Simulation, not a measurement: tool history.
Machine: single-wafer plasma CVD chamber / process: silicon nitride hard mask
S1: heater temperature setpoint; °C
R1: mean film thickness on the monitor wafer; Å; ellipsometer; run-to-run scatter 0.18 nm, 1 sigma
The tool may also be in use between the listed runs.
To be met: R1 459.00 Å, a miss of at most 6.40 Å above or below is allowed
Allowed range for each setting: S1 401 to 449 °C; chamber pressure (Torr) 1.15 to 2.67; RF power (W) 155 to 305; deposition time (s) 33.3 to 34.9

Run 1, hour 0.0: S1 425 °C, chamber pressure (Torr) 1.91, RF power (W) 230, deposition time (s) 34.9. Result: R1 403.04 Å.
Run 2, hour 2.6: S1 425 °C, chamber pressure (Torr) 1.91, RF power (W) 250, deposition time (s) 34.9. Result: R1 428.11 Å.
Run 3, hour 7.8: S1 425 °C, chamber pressure (Torr) 2.23, RF power (W) 250, deposition time (s) 34.9. Result: R1 448.10 Å.
Run 4, hour 15.9: S1 425 °C, chamber pressure (Torr) 2.27, RF power (W) 250, deposition time (s) 34.9. Result: R1 456.03 Å.
Run 5, hour 20.5: S1 434 °C, chamber pressure (Torr) 2.27, RF power (W) 250, deposition time (s) 34.9. Result: R1 450.45 Å.
Run 6, hour 24.0: S1 434 °C, chamber pressure (Torr) 2.27, RF power (W) 270, deposition time (s) 34.9. Result: R1 475.58 Å.
Run 7, hour 29.5: S1 434 °C, chamber pressure (Torr) 2.21, RF power (W) 270, deposition time (s) 34.9. Result: R1 469.10 Å.
At hour 35.6: thermocouple changed; heater temperature recalibrated.
Run 8, hour 35.6: S1 434 °C, chamber pressure (Torr) 2.18, RF power (W) 270, deposition time (s) 34.9. Result: R1 469.01 Å.
Run 9, hour 38.7: S1 434 °C, chamber pressure (Torr) 2.14, RF power (W) 270, deposition time (s) 34.9. Result: R1 467.53 Å.

Which one of the following 4 next-run settings gets every result inside its allowed miss? There is exactly one.
Run A, hour 41.8: S1 440 °C, chamber pressure (Torr) 2.26, RF power (W) 270, deposition time (s) 34.9. Result: R1 ?.
Run B, hour 41.8: S1 435 °C, chamber pressure (Torr) 2.09, RF power (W) 295, deposition time (s) 34.2. Result: R1 ?.
Run C, hour 41.8: S1 429 °C, chamber pressure (Torr) 1.88, RF power (W) 300, deposition time (s) 33.3. Result: R1 ?.
Run D, hour 41.8: S1 431 °C, chamber pressure (Torr) 2.41, RF power (W) 270, deposition time (s) 34.4. Result: R1 ?.

move      R1
   A  472.96
   B  481.55
   C  459.67
   D  476.23
A: misses by more than the last run did
B: misses by more than the last run did
C: each result inside its tolerance
D: misses by more than the last run did
The move that meets every target is C.
